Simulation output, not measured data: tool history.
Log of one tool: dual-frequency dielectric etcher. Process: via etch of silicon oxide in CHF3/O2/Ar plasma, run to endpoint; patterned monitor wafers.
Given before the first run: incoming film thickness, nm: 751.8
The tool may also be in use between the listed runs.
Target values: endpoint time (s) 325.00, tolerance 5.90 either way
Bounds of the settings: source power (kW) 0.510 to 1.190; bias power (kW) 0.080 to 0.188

run  hour  source power (kW)  bias power (kW)  endpoint time (s)
  1   0.0              0.850            0.134             357.92
  2   5.6              0.960            0.134             342.25
  3  12.5              0.980            0.135             336.42
  4  20.1              0.980            0.115             347.51
  5  22.1              1.000            0.116             344.68
  6  27.9              1.020            0.117             338.03
  7  32.6              1.030            0.117             339.33
  8  41.5              1.040            0.118             337.72

Which one of the following 4 next-run settings gets every result inside its allowed miss? There is exactly one.
  A  50.4              1.190            0.136                  ?
  B  50.4              1.190            0.144                  ?
  C  50.4              1.060            0.139                  ?
  D  50.4              1.060            0.108                  ?

move  endpoint time (s)
   A             315.62
   B             312.09
   C             327.29
   D             342.96
A: the result that was furthest off in the last run now lies on the other side of its target
B: the result that was furthest off in the last run now lies on the other side of its target
C: all results in spec
D: lands further from the targets than the last run did
C is the move that brings every result within its allowed miss.

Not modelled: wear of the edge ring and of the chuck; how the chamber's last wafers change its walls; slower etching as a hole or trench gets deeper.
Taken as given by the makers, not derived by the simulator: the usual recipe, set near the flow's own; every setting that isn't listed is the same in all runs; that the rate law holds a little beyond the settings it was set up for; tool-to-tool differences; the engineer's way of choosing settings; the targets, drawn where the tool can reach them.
